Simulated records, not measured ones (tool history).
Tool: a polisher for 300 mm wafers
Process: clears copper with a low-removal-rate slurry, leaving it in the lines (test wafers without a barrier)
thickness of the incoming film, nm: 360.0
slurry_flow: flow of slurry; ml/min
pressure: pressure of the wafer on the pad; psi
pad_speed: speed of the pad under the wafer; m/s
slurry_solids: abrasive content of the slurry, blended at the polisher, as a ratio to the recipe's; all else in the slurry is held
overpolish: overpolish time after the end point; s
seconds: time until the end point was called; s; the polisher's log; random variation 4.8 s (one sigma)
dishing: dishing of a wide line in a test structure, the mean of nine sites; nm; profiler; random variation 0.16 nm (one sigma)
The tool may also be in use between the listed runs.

| run | hour | slurry_flow | pressure | pad_speed | slurry_solids | overpolish | seconds | dishing |
|---|---|---|---|---|---|---|---|---|
| 1 | 0.0 | 170 | 2.5 | 1.02 | 1.0 | 14 | 117.02 | 25.8240 |
| 2 | 5.3 | 170 | 2.8 | 1.02 | 1.0 | 14 | 105.55 | 28.8220 |
| 3 | 6.5 | 170 | 2.4 | 0.92 | 1.0 | 13 | 134.46 | 21.1990 |
| 4 | 8.6 | 170 | 2.1 | 0.86 | 1.0 | 13 | 166.97 | 18.2980 |
| 5 | 13.6 | 170 | 1.9 | 0.84 | 1.0 | 12 | 183.33 | 14.6490 |
| 6 | 21.9 | 195 | 1.9 | 0.84 | 1.0 | 12 | 183.26 | 14.9960 |
| 7 | 27.8 | 195 | 1.7 | 0.82 | 1.0 | 12 | 204.72 | 13.6760 |
| 8 | 31.7 | 195 | 1.5 | 0.82 | 1.0 | 12 | 233.99 | 12.2390 |
| 9 | 40.5 | 195 | 1.4 | 0.82 | 1.0 | 12 | 247.90 | 11.8480 |

Forecast run 10:
| 10 | 46.4 | 195 | 1.2 | 0.82 | 1.0 | 10 | ? | ? |

{"run 10": {"seconds": 289.4, "dishing": 8.7696}}
